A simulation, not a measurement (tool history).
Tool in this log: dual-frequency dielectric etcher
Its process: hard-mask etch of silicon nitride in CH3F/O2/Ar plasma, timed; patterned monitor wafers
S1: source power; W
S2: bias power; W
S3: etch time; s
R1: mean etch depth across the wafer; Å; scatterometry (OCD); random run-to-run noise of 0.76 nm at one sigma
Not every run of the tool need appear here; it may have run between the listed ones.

run  hour   S1  S2     S3      R1
  1   0.0  530  84  192.5  1541.5
  2   5.2  560  85  192.5  1593.0
  3   8.8  560  76  192.5  1508.9
  4  15.4  590  77  192.5  1547.3
  5  23.9  630  77  192.5  1609.0
  6  31.2  650  77  192.5  1626.8
  7  36.7  670  78  192.5  1657.6
  8  39.5  680  79  192.5  1684.8

Run 9 has not been measured yet. What should we expect?
  9  41.3  690  79  192.5   ?

{"run 9": {"R1": 1697.4}}

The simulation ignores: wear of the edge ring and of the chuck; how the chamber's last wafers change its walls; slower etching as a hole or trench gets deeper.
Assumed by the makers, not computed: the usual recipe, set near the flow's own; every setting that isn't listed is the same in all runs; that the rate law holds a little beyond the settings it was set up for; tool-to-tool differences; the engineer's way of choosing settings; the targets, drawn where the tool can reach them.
